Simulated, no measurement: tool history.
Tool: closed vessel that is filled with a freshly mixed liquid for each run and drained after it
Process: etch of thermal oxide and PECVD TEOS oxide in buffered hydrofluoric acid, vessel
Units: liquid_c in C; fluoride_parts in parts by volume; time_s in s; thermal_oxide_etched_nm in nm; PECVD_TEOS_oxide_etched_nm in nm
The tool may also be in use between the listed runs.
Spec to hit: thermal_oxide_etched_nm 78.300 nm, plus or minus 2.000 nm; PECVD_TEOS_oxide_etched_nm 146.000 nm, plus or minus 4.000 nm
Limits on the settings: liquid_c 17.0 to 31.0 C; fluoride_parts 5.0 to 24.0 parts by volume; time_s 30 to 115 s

| run | hour | liquid_c | fluoride_parts | time_s | thermal_oxide_etched_nm | PECVD_TEOS_oxide_etched_nm |
|---|---|---|---|---|---|---|
| 1 | 0.0 | 23.0 | 14.5 | 60 | 44.482 | 82.615 |
| 2 | 3.5 | 25.0 | 14.0 | 60 | 51.115 | 95.345 |
| 3 | 5.6 | 26.5 | 13.5 | 60 | 58.086 | 106.480 |
| 4 | 9.4 | 27.5 | 13.0 | 60 | 62.311 | 116.770 |
| 5 | 18.0 | 28.5 | 13.0 | 60 | 66.195 | 122.270 |
| 6 | 23.9 | 29.0 | 13.0 | 60 | 68.485 | 127.950 |
| 7 | 32.2 | 29.5 | 13.0 | 60 | 69.910 | 130.370 |
| 8 | 35.6 | 30.0 | 13.0 | 60 | 72.719 | 132.710 |

Exercise: of the 4 proposed moves below, exactly one satisfies all targets within the stated allowed misses. Which move is it?
| A | 39.0 | 31.0 | 12.5 | 60 | ? | ? |
| B | 39.0 | 28.5 | 9.5 | 50 | ? | ? |
| C | 39.0 | 23.5 | 9.5 | 65 | ? | ? |
| D | 39.0 | 30.0 | 12.5 | 60 | ? | ? |

| move | thermal_oxide_etched_nm | PECVD_TEOS_oxide_etched_nm |
|---|---|---|
| A | 78.017 | 145.920 |
| B | 73.169 | 136.860 |
| C | 72.685 | 135.950 |
| D | 74.039 | 138.480 |
A: every result within its allowed miss
B: closes in on the targets versus the last run, not all within tolerance yet
C: closes in on the targets versus the last run, not all within tolerance yet
D: closes in on the targets versus the last run, not all within tolerance yet
Go with A: it meets all targets.
